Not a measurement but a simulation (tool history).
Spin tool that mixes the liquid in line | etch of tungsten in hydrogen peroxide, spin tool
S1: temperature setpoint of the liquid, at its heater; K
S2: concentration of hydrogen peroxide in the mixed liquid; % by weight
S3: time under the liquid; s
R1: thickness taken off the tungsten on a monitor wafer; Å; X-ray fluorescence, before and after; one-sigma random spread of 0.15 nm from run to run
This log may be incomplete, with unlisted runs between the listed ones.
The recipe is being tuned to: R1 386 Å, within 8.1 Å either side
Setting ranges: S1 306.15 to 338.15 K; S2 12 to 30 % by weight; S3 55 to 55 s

run 1 hour=0 | S1=322.15 S2=21 S3=55 | R1=623.73
run 2 hour=8 | S1=322.15 S2=23.5 S3=55 | R1=652.46
run 3 hour=13.4 | S1=320.15 S2=23.5 S3=55 | R1=580.56
run 4 hour=19.5 | S1=320.15 S2=23.5 S3=55 | R1=578.67
run 5 hour=22.6 | S1=323.15 S2=23.5 S3=55 | R1=697.95
run 6 hour=29.5 | S1=321.15 S2=23.5 S3=55 | R1=617.7
run 7 hour=31.4 | S1=319.15 S2=23.5 S3=55 | R1=545.09
run 8 hour=36.2 | S1=312.65 S2=23.5 S3=55 | R1=359.54
run 9 hour=44.7 | S1=312.65 S2=23.5 S3=55 | R1=360.66
run 10 hour=53.1 | S1=313.15 S2=23.5 S3=55 | R1=372.44

Below are 5 possible settings for the next run. Only one of them brings all results inside the allowed miss of their targets. Which is it?
run A hour=61.5 | S1=313.65 S2=21 S3=55 | R1=?
run B hour=61.5 | S1=313.15 S2=25.5 S3=55 | R1=?
run C hour=61.5 | S1=313.65 S2=26 S3=55 | R1=?
run D hour=61.5 | S1=314.15 S2=24 S3=55 | R1=?
run E hour=61.5 | S1=314.65 S2=23.5 S3=55 | R1=?

move=A R1=366.22
move=B R1=390.65
move=C R1=407.49
move=D R1=404.39
move=E R1=413.29
A: lands further from the targets than the last run did
B: in spec on every target
C: carries the result that was furthest off beyond its target, to the other side
D: carries the result that was furthest off beyond its target, to the other side
E: carries the result that was furthest off beyond its target, to the other side
Move B is the one to make.

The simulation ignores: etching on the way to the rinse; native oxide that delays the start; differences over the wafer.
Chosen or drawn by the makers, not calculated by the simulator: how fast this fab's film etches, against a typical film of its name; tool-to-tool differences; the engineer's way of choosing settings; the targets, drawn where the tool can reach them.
